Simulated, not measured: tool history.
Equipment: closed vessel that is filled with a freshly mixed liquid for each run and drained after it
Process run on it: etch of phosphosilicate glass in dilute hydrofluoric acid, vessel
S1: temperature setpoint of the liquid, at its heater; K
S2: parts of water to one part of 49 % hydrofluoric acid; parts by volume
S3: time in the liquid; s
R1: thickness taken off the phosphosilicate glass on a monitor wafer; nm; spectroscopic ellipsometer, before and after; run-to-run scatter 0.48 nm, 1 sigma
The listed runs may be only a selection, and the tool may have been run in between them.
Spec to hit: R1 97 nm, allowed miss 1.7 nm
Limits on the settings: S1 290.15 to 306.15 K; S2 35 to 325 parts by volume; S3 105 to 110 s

run 1 hour=0 | S1=298.15 S2=180 S3=105 | R1=82.891
run 2 hour=4.2 | S1=299.15 S2=180 S3=105 | R1=85.455
run 3 hour=8.7 | S1=300.15 S2=180 S3=105 | R1=89.424
run 4 hour=16.7 | S1=300.15 S2=180 S3=105 | R1=88.823
run 5 hour=22.1 | S1=300.65 S2=180 S3=105 | R1=90.725
run 6 hour=26.9 | S1=300.65 S2=210 S3=105 | R1=75.27
run 7 hour=29.7 | S1=304.65 S2=200 S3=105 | R1=91.306
run 8 hour=37.3 | S1=305.15 S2=200 S3=105 | R1=92.639
run 9 hour=43.2 | S1=305.65 S2=200 S3=105 | R1=94.346

Consider the 5 candidate settings below. Which is the only one whose results all fall within their allowed miss of target?
run A hour=49.1 | S1=306.15 S2=205 S3=105 | R1=?
run B hour=49.1 | S1=306.15 S2=200 S3=110 | R1=?
run C hour=49.1 | S1=305.15 S2=200 S3=105 | R1=?
run D hour=49.1 | S1=301.65 S2=175 S3=105 | R1=?
run E hour=49.1 | S1=306.15 S2=215 S3=110 | R1=?

move=A R1=92.806
move=B R1=100.31
move=C R1=92.585
move=D R1=96.659
move=E R1=91.515
A: lands further from the targets than the last run did
B: carries the result that was furthest off beyond its target, to the other side
C: lands further from the targets than the last run did
D: in spec on every target
E: lands further from the targets than the last run did
D meets every target.
